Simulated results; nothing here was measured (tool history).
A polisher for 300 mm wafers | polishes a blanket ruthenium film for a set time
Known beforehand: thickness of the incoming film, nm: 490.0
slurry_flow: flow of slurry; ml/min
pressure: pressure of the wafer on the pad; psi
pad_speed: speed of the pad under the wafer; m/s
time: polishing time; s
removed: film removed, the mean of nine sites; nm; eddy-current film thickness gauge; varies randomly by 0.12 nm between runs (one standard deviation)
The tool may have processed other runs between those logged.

run  hour  slurry_flow  pressure  pad_speed  time  removed
  1   0.0          275       2.1       0.76    26   21.906
  2   5.6          275       1.9       0.72    26   18.612
  3   6.2          275       1.7       0.68    26   15.873
  4  11.6          275       1.6       0.66    26   14.144
  5  16.9          275       1.6       0.66    26   14.530
  6  18.8          275       1.6       0.66    26   14.471
  7  24.3          275       1.5       0.64    26   13.219
  8  29.5          275       1.4       0.64    26   12.645

Run 9 is up next; what results do you expect?
  9  33.3          275       1.3       0.62    26        ?

removed: 11.353 nm
